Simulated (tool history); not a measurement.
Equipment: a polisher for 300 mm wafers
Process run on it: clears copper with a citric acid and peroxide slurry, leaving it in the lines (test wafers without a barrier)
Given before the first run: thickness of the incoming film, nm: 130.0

run	hour	flow of slurry (ml/min)	pressure of the wafer on the pad (psi)	speed of the pad under the wafer (m/s)	abrasive content of the slurry	overpolish time after the end point (s)	time until the end point was called (s)	dishing of a wide line in a test structure (angstrom)
1	0.0	270	2.2	1.00	1.00	15	72.984	205.01
2	2.8	270	2.5	1.02	1.00	16	62.751	245.36
3	9.6	270	2.5	1.02	1.00	19	62.218	301.97
4	13.5	270	2.5	1.02	1.00	16	63.012	248.92
5	22.4	270	2.5	1.02	0.90	16	62.148	238.61
6	27.4	270	2.8	1.04	0.95	17	55.361	292.74
7	35.0	270	3.0	1.06	0.95	18	50.075	340.50
8	36.8	270	3.1	1.08	0.95	18	46.911	349.97
9	43.5	270	3.2	1.08	0.95	19	47.592	373.01

Run 10 is up next; what results do you expect?
10	48.6	270	3.3	1.10	0.95	19	?	?

time until the end point was called (s): 44.077
dishing of a wide line in a test structure (angstrom): 392.95

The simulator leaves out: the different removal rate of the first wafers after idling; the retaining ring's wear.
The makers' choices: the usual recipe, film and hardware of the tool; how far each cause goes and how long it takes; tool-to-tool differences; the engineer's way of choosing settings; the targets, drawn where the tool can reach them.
